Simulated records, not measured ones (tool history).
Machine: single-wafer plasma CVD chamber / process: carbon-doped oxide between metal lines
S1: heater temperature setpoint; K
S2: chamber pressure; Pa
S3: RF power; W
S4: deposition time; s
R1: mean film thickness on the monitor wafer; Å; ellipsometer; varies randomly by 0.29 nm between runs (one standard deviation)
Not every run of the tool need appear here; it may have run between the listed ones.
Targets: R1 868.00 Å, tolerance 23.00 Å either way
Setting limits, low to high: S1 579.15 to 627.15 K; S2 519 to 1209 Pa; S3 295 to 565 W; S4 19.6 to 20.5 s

run 1 hour=0.0 | S1=603.15 S2=864 S3=430 S4=20.5 | R1=1007.30
run 2 hour=1.8 | S1=611.15 S2=864 S3=430 S4=20.5 | R1=981.15
run 3 hour=10.1 | S1=612.15 S2=857 S3=420 S4=20.4 | R1=943.90
run 4 hour=13.3 | S1=612.15 S2=857 S3=420 S4=20.5 | R1=954.05
run 5 hour=16.7 | S1=613.15 S2=849 S3=415 S4=20.5 | R1=939.36
run 6 hour=20.4 | S1=614.15 S2=841 S3=410 S4=20.5 | R1=917.92
run 7 hour=26.4 | S1=615.15 S2=831 S3=410 S4=20.5 | R1=915.82
run 8 hour=27.6 | S1=616.15 S2=821 S3=410 S4=20.5 | R1=913.35
run 9 hour=30.7 | S1=620.15 S2=795 S3=385 S4=20.4 | R1=843.64

Pick the move, out of 5, that brings all results within their allowed miss; only one does.
run A hour=33.8 | S1=620.15 S2=752 S3=390 S4=19.6 | R1=?
run B hour=33.8 | S1=620.15 S2=869 S3=380 S4=19.6 | R1=?
run C hour=33.8 | S1=627.15 S2=877 S3=420 S4=19.6 | R1=?
run D hour=33.8 | S1=621.15 S2=703 S3=380 S4=20.5 | R1=?
run E hour=33.8 | S1=620.15 S2=625 S3=380 S4=19.6 | R1=?

move=A R1=815.57
move=B R1=809.45
move=C R1=880.14
move=D R1=817.09
move=E R1=766.99
A: moves away from the targets compared with the last run
B: moves away from the targets compared with the last run
C: all results in spec
D: moves away from the targets compared with the last run
E: moves away from the targets compared with the last run
C meets every target.
